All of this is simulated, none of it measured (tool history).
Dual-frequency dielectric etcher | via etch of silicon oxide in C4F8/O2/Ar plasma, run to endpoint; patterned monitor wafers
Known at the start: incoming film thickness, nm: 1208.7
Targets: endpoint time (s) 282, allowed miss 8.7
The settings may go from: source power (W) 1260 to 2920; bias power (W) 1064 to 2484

| run | hour | source power (W) | bias power (W) | endpoint time (s) |
|---|---|---|---|---|
| 1 | 0 | 2090 | 1774 | 243.48 |
| 2 | 2.9 | 1950 | 1718 | 255.97 |
| 3 | 6.6 | 1870 | 1695 | 259.92 |
| 4 | 15.5 | 1870 | 1865 | 252.85 |
| 5 | 17.6 | 1870 | 1757 | 261.47 |
| 6 | 21.8 | 1870 | 2066 | 249.37 |
| 7 | 23.9 | 1760 | 2033 | 253.31 |
| 8 | 27.3 | 1340 | 1697 | 296.87 |
| 9 | 31.1 | 1340 | 1697 | 301.15 |
| 10 | 39.9 | 1390 | 1711 | 295.46 |

Which of these 4 next moves meets every target?
| A | 48.7 | 1260 | 1757 | ? |
| B | 48.7 | 1530 | 1792 | ? |
| C | 48.7 | 1360 | 1607 | ? |
| D | 48.7 | 1340 | 1564 | ? |

| move | endpoint time (s) |
|---|---|
| A | 305.33 |
| B | 280.01 |
| C | 303.05 |
| D | 307.19 |
A: further off than the last run
B: meets every target
C: further off than the last run
D: further off than the last run
Answer: B
